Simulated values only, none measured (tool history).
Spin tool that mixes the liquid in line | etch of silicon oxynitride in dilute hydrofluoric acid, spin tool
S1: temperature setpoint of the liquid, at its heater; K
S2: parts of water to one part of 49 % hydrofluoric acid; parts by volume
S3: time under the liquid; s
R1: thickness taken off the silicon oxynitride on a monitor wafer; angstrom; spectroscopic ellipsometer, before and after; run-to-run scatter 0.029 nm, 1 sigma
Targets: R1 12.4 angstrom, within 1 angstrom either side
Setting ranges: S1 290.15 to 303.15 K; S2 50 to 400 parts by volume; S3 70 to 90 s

run 1 hour=0 | S1=295.15 S2=225 S3=90 | R1=6.9986
run 2 hour=6 | S1=293.15 S2=225 S3=90 | R1=6.11
run 3 hour=7.9 | S1=294.65 S2=215 S3=90 | R1=7.1859
run 4 hour=11.5 | S1=294.65 S2=215 S3=90 | R1=7.0919
run 5 hour=18.7 | S1=294.65 S2=285 S3=90 | R1=5.2454
run 6 hour=19.8 | S1=295.65 S2=265 S3=90 | R1=5.7653
run 7 hour=20.8 | S1=296.65 S2=245 S3=90 | R1=6.7209
run 8 hour=23.9 | S1=297.15 S2=230 S3=90 | R1=7.564
run 9 hour=25.1 | S1=297.65 S2=220 S3=90 | R1=7.7905
run 10 hour=28.5 | S1=298.15 S2=205 S3=90 | R1=8.741
run 11 hour=31.9 | S1=298.65 S2=200 S3=90 | R1=9.1583
run 12 hour=37.7 | S1=299.15 S2=195 S3=90 | R1=10.152
run 13 hour=44.4 | S1=299.65 S2=195 S3=90 | R1=10.229
run 14 hour=45.9 | S1=300.15 S2=195 S3=90 | R1=10.532
run 15 hour=53.8 | S1=300.65 S2=195 S3=90 | R1=10.878
run 16 hour=61.1 | S1=301.15 S2=195 S3=90 | R1=10.17
run 17 hour=69.8 | S1=301.15 S2=190 S3=90 | R1=11.326

Of the 5 settings listed for the next run, only one would bring every result within its allowed miss of target. Which one?
run A hour=78.5 | S1=302.65 S2=185 S3=90 | R1=?
run B hour=78.5 | S1=301.65 S2=150 S3=90 | R1=?
run C hour=78.5 | S1=301.15 S2=190 S3=85 | R1=?
run D hour=78.5 | S1=303.15 S2=160 S3=90 | R1=?
run E hour=78.5 | S1=300.65 S2=145 S3=90 | R1=?

move=A R1=11.763
move=B R1=14.343
move=C R1=10.1
move=D R1=14.219
move=E R1=14.26
A: all results land within tolerance of their targets
B: takes the result that was furthest off past its target
C: further off than the last run
D: takes the result that was furthest off past its target
E: takes the result that was furthest off past its target
The right move is A.
